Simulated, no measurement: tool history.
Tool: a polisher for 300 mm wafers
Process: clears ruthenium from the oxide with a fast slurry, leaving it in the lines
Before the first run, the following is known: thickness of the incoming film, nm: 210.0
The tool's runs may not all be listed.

| run | hour | flow of slurry (ml/min) | pressure of the wafer on the pad (psi) | speed of the pad under the wafer (cm/s) | abrasive content of the slurry | overpolish time after the end point (s) | time until the end point was called (s) | dishing of a wide line in a test structure (Å) |
|---|---|---|---|---|---|---|---|---|
| 1 | 0.0 | 180 | 3.5 | 96 | 1.0 | 10 | 54.286 | 304.38 |
| 2 | 7.9 | 180 | 3.1 | 96 | 1.0 | 10 | 62.104 | 267.54 |
| 3 | 8.9 | 180 | 2.8 | 96 | 1.0 | 10 | 65.793 | 240.94 |
| 4 | 12.8 | 180 | 2.8 | 78 | 1.0 | 10 | 82.691 | 197.94 |
| 5 | 18.9 | 180 | 2.8 | 78 | 1.0 | 14 | 81.453 | 267.99 |
| 6 | 27.7 | 180 | 2.7 | 78 | 1.0 | 13 | 84.292 | 247.84 |
|  | 30.5 | slurry nozzle cleaned |
| 7 | 30.5 | 180 | 2.6 | 78 | 1.0 | 13 | 83.728 | 257.24 |
| 8 | 38.6 | 180 | 2.5 | 78 | 1.0 | 12 | 86.619 | 227.40 |
| 9 | 41.9 | 180 | 2.4 | 78 | 1.0 | 12 | 88.329 | 229.64 |

The next listed run, before its measurement:
| 10 | 43.2 | 180 | 2.3 | 78 | 1.0 | 12 | ? | ? |

time until the end point was called (s): 93.534
dishing of a wide line in a test structure (Å): 201.82
